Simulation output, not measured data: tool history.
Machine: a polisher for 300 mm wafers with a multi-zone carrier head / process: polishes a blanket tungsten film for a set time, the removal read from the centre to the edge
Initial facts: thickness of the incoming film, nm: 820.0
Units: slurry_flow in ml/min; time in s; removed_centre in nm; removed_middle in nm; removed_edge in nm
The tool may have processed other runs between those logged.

{"run": 1, "hour": 0.0, "slurry_flow": 230, "centre_zone": 1.0, "middle_zone": 1.0, "edge_zone": 1.0, "slurry_solids": 1.0, "time": 54, "removed_centre": 281.28, "removed_middle": 309.94, "removed_edge": 316.08}
{"run": 2, "hour": 4.9, "slurry_flow": 230, "centre_zone": 0.95, "middle_zone": 1.0, "edge_zone": 1.0, "slurry_solids": 1.0, "time": 54, "removed_centre": 266.33, "removed_middle": 312.8, "removed_edge": 319.15}
{"run": 3, "hour": 12.6, "slurry_flow": 230, "centre_zone": 0.95, "middle_zone": 1.0, "edge_zone": 1.0, "slurry_solids": 1.15, "time": 54, "removed_centre": 274.43, "removed_middle": 326.73, "removed_edge": 329.56}
{"run": 4, "hour": 19.6, "slurry_flow": 230, "centre_zone": 0.95, "middle_zone": 1.0, "edge_zone": 0.94, "slurry_solids": 1.15, "time": 54, "removed_centre": 277.17, "removed_middle": 321.96, "removed_edge": 317.25}
{"run": 5, "hour": 22.7, "slurry_flow": 240, "centre_zone": 0.97, "middle_zone": 1.02, "edge_zone": 0.97, "slurry_solids": 1.2, "time": 54, "removed_centre": 282.57, "removed_middle": 339.78, "removed_edge": 327.55}
{"run": 6, "hour": 24.4, "slurry_flow": 190, "centre_zone": 0.97, "middle_zone": 1.02, "edge_zone": 0.97, "slurry_solids": 1.2, "time": 54, "removed_centre": 272.14, "removed_middle": 323.25, "removed_edge": 321.55}
{"run": 7, "hour": 29.8, "slurry_flow": 205, "centre_zone": 0.98, "middle_zone": 1.03, "edge_zone": 1.0, "slurry_solids": 1.25, "time": 54, "removed_centre": 283.86, "removed_middle": 336.04, "removed_edge": 328.53}

Run 8, settings as shown, results not yet in. Your forecast:
{"run": 8, "hour": 32.3, "slurry_flow": 220, "centre_zone": 0.98, "middle_zone": 1.03, "edge_zone": 1.03, "slurry_solids": 1.3, "time": 54, "removed_centre": "?", "removed_middle": "?", "removed_edge": "?"}

{"run 8": {"removed_centre": 290.37, "removed_middle": 330.6, "removed_edge": 337.3}}
